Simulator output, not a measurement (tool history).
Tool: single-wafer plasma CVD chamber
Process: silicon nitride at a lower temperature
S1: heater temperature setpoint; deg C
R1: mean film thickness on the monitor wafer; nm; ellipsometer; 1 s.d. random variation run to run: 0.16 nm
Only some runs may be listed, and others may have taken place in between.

Run 1, hour 0: S1 325 deg C, chamber pressure (mTorr) 1830, RF power (W) 385, deposition time (s) 35.5. Result: R1 49.201 nm.
Run 2, hour 3.3: S1 325 deg C, chamber pressure (mTorr) 1830, RF power (W) 385, deposition time (s) 36.6. Result: R1 50.18 nm.
Run 3, hour 5.6: S1 325 deg C, chamber pressure (mTorr) 1740, RF power (W) 370, deposition time (s) 36.4. Result: R1 47.787 nm.
Run 4, hour 13.3: S1 325 deg C, chamber pressure (mTorr) 1430, RF power (W) 370, deposition time (s) 36.4. Result: R1 45.113 nm.
Run 5, hour 14.1: S1 325 deg C, chamber pressure (mTorr) 1380, RF power (W) 365, deposition time (s) 36.4. Result: R1 44.014 nm.
At hour 22.6: thermocouple changed; heater temperature recalibrated.
Run 6, hour 22.6: S1 325 deg C, chamber pressure (mTorr) 1340, RF power (W) 365, deposition time (s) 36.4. Result: R1 43.834 nm.
Run 7, hour 30.6: S1 325 deg C, chamber pressure (mTorr) 1300, RF power (W) 365, deposition time (s) 36.4. Result: R1 43.276 nm.

Predict the results of run 8:
Run 8, hour 35.7: S1 325 deg C, chamber pressure (mTorr) 1270, RF power (W) 365, deposition time (s) 36.4. Result: R1 ?.

{"run 8": {"R1": 43.315}}
